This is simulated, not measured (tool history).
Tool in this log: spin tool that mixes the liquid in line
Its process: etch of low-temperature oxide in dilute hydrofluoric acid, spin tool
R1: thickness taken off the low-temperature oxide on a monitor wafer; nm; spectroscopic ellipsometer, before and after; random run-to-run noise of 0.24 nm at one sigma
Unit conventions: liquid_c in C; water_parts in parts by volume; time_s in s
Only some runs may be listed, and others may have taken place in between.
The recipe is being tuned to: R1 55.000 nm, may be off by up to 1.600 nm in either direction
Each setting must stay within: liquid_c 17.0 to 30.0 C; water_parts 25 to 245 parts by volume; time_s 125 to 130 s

Run 1, day 0.000: liquid_c 22.0 C, water_parts 135 parts by volume, time_s 125 s. Result: R1 11.873 nm.
Run 2, day 0.283: liquid_c 20.5 C, water_parts 135 parts by volume, time_s 125 s. Result: R1 11.157 nm.
Run 3, day 0.362: liquid_c 23.5 C, water_parts 100 parts by volume, time_s 125 s. Result: R1 17.667 nm.
Run 4, day 0.700: liquid_c 25.5 C, water_parts 75 parts by volume, time_s 125 s. Result: R1 26.397 nm.
Run 5, day 0.971: liquid_c 24.0 C, water_parts 75 parts by volume, time_s 125 s. Result: R1 24.686 nm.
Run 6, day 1.196: liquid_c 25.5 C, water_parts 60 parts by volume, time_s 125 s. Result: R1 33.884 nm.
Run 7, day 1.525: liquid_c 27.0 C, water_parts 55 parts by volume, time_s 125 s. Result: R1 39.034 nm.
Run 8, day 1.675: liquid_c 28.0 C, water_parts 50 parts by volume, time_s 125 s. Result: R1 45.031 nm.
Run 9, day 1.925: liquid_c 28.5 C, water_parts 50 parts by volume, time_s 125 s. Result: R1 46.228 nm.
Run 10, day 2.046: liquid_c 29.0 C, water_parts 50 parts by volume, time_s 125 s. Result: R1 46.810 nm.

Below are 4 possible settings for the next run. Only one of them brings all results inside the allowed miss of their targets. Which is it?
Run A, day 2.167: liquid_c 30.0 C, water_parts 45 parts by volume, time_s 125 s. Result: R1 ?.
Run B, day 2.167: liquid_c 30.0 C, water_parts 50 parts by volume, time_s 130 s. Result: R1 ?.
Run C, day 2.167: liquid_c 28.0 C, water_parts 45 parts by volume, time_s 125 s. Result: R1 ?.
Run D, day 2.167: liquid_c 26.0 C, water_parts 45 parts by volume, time_s 130 s. Result: R1 ?.

move      R1
   A  54.983
   B  51.068
   C  50.782
   D  48.717
A: each result inside its tolerance
B: gains on the last run, yet a result remains outside its allowed miss
C: gains on the last run, yet a result remains outside its allowed miss
D: gains on the last run, yet a result remains outside its allowed miss
Answer: A
